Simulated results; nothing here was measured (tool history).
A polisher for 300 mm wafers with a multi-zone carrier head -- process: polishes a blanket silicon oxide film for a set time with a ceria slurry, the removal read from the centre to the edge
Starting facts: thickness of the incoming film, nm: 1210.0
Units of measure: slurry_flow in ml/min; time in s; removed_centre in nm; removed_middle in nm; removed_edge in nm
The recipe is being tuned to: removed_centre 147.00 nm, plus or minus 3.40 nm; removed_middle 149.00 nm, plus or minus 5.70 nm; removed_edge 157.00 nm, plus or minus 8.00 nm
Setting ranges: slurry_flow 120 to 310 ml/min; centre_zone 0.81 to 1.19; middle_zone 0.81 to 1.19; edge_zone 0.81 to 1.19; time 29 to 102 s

run	hour	slurry_flow	centre_zone	middle_zone	edge_zone	time	removed_centre	removed_middle	removed_edge
1	0.0	200	1.00	1.00	1.00	65	185.63	187.34	191.68
2	5.5	195	0.99	0.99	0.98	64	180.14	182.57	190.22
3	13.6	195	0.99	0.99	0.98	62	173.62	177.67	184.96
4	15.5	195	0.93	0.99	0.98	62	164.59	180.03	181.54
5	20.5	240	0.93	0.99	0.98	62	168.84	182.81	187.17
6	21.4	240	0.93	0.99	0.95	62	168.63	188.12	181.43
7	29.9	235	0.93	0.97	0.94	61	166.73	178.64	177.40
8	38.8	230	0.92	0.96	0.93	61	164.44	177.29	175.03
9	39.9	225	0.91	0.95	0.93	61	161.27	171.69	179.56

Which single option among these 5 for the next run brings every result within its allowed miss of target? Just one does.
A	41.0	235	0.99	0.86	0.98	51	?	?	?
B	41.0	245	0.83	0.93	0.96	76	?	?	?
C	41.0	255	0.83	0.90	0.93	60	?	?	?
D	41.0	155	0.94	0.91	0.87	57	?	?	?
E	41.0	215	0.99	0.93	0.93	54	?	?	?

move	removed_centre	removed_middle	removed_edge
A	145.68	135.63	153.83
B	182.79	216.26	227.61
C	144.99	167.09	177.70
D	144.78	149.54	155.70
E	152.46	151.15	157.47
A: the furthest-off result lands on target, but another misses its tolerance
B: the biggest miss grows against the last run
C: the furthest-off result lands on target, but another misses its tolerance
D: hits every target within its allowed miss
E: nearer the targets than the last run, but a result is still out of spec
Answer: D
